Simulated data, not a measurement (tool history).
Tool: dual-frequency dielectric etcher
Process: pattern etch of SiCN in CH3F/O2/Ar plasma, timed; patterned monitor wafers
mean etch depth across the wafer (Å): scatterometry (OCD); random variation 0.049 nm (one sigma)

| run | hour | source power (kW) | bias power (kW) | etch time (s) | mean etch depth across the wafer (Å) |
|---|---|---|---|---|---|
| 1 | 0.0 | 0.290 | 0.054 | 65.0 | 205.03 |
| 2 | 5.5 | 0.290 | 0.058 | 65.0 | 207.28 |
| 3 | 14.3 | 0.290 | 0.058 | 65.0 | 207.52 |
| 4 | 17.8 | 0.280 | 0.057 | 64.5 | 203.14 |
| 5 | 22.3 | 0.260 | 0.057 | 64.5 | 196.19 |
| 6 | 24.6 | 0.250 | 0.056 | 64.5 | 192.23 |

Run 7 comes next. What will it give?
| 7 | 26.3 | 0.240 | 0.056 | 64.5 | ? |

{"run 7": {"mean etch depth across the wafer (Å)": 188.19}}

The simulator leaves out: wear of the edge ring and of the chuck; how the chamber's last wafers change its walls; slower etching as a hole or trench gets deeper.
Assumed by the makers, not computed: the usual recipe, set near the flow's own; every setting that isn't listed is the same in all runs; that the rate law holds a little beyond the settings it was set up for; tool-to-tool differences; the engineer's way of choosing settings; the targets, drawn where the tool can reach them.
